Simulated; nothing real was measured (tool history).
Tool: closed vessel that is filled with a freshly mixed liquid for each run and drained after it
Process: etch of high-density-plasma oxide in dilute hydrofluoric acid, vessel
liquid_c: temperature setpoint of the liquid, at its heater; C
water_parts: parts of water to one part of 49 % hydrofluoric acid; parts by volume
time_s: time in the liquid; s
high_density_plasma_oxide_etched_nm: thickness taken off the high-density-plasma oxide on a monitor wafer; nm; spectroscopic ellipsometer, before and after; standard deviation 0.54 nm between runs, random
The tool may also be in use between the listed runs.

| run | hour | liquid_c | water_parts | time_s | high_density_plasma_oxide_etched_nm |
|---|---|---|---|---|---|
| 1 | 0.0 | 25.0 | 90 | 580 | 35.665 |
| 2 | 6.1 | 25.0 | 90 | 580 | 36.002 |
| 3 | 10.7 | 27.5 | 70 | 580 | 52.502 |
| 4 | 13.1 | 27.5 | 80 | 580 | 45.115 |
| 5 | 19.8 | 27.5 | 110 | 580 | 31.606 |
| 6 | 24.5 | 29.5 | 85 | 580 | 45.395 |
| 7 | 28.4 | 30.5 | 70 | 580 | 59.385 |
| 8 | 30.5 | 31.5 | 60 | 580 | 72.435 |
| 9 | 32.2 | 32.0 | 55 | 580 | 81.490 |

What does the tool deliver on the next run?
| 10 | 35.2 | 33.0 | 45 | 580 | ? |

high_density_plasma_oxide_etched_nm: 104.670 nm
